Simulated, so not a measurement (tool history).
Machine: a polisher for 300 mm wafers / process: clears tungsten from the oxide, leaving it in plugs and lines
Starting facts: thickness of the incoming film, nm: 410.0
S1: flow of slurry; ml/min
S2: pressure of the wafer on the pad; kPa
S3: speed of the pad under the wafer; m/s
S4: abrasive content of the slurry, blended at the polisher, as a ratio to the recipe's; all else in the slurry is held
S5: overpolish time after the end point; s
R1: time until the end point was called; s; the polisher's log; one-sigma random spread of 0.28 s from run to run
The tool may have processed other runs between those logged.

| run | hour | S1 | S2 | S3 | S4 | S5 | R1 |
|---|---|---|---|---|---|---|---|
| 1 | 0 | 200 | 31.7 | 1.1 | 1 | 43 | 54.206 |
| 2 | 4.6 | 200 | 31.7 | 1.1 | 1.2 | 43 | 52.453 |
| 3 | 5.9 | 200 | 27.6 | 1.1 | 1.2 | 43 | 59.75 |
| 4 | 9.7 | 205 | 33.8 | 1.1 | 1.2 | 43 | 48.372 |
| 5 | 13.5 | 160 | 33.8 | 1.1 | 1.2 | 43 | 49.85 |
| 6 | 14.7 | 160 | 37.9 | 1.1 | 1.2 | 43 | 44.815 |
| 7 | 16.6 | 180 | 46.9 | 1.22 | 1.2 | 43 | 33.047 |
| 8 | 19.9 | 180 | 47.6 | 1.24 | 1.2 | 43 | 32.567 |

Run 9 comes next. What will it give?
| 9 | 23.7 | 180 | 48.3 | 1.26 | 1.2 | 43 | ? |

{"run 9": {"R1": 31.327}}
